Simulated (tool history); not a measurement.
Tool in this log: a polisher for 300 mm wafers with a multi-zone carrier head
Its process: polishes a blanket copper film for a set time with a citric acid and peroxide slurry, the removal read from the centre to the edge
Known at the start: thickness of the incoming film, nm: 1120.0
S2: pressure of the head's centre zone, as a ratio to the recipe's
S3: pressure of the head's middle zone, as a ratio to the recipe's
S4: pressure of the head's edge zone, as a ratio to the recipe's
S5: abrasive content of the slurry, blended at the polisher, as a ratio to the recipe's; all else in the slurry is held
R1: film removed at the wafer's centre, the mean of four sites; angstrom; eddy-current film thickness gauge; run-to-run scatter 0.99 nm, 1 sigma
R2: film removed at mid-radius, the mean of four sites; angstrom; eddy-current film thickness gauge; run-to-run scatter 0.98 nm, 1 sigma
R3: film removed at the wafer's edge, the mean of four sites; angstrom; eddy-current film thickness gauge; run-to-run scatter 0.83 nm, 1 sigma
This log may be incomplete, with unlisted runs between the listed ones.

run 1 day=0 | flow_of_slurry_(ml/min)=210 S2=1 S3=1 S4=1 S5=1 polishing_time_(s)=36 | R1=1118.9 R2=1094.2 R3=1105.2
run 2 day=0.333 | flow_of_slurry_(ml/min)=210 S2=1 S3=1 S4=1 S5=1.15 polishing_time_(s)=36 | R1=1144.3 R2=1154.4 R3=1135.3
run 3 day=0.588 | flow_of_slurry_(ml/min)=250 S2=1 S3=1 S4=1 S5=1.15 polishing_time_(s)=36 | R1=1170.7 R2=1170.4 R3=1172.6
run 4 day=0.725 | flow_of_slurry_(ml/min)=250 S2=1 S3=0.93 S4=1 S5=1.15 polishing_time_(s)=36 | R1=1184.2 R2=1093.5 R3=1172.3
run 5 day=0.833 | flow_of_slurry_(ml/min)=250 S2=1 S3=0.93 S4=1 S5=1.35 polishing_time_(s)=36 | R1=1237.8 R2=1149.9 R3=1216.5
run 6 day=1.088 | flow_of_slurry_(ml/min)=285 S2=1 S3=0.93 S4=1 S5=1.35 polishing_time_(s)=36 | R1=1254.9 R2=1159.6 R3=1251.1

Run 7 is up next; what results do you expect?
run 7 day=1.362 | flow_of_slurry_(ml/min)=265 S2=1.01 S3=0.95 S4=0.97 S5=1.25 polishing_time_(s)=36 | R1=? R2=? R3=?

R1: 1230.3 angstrom
R2: 1159.2 angstrom
R3: 1174.3 angstrom
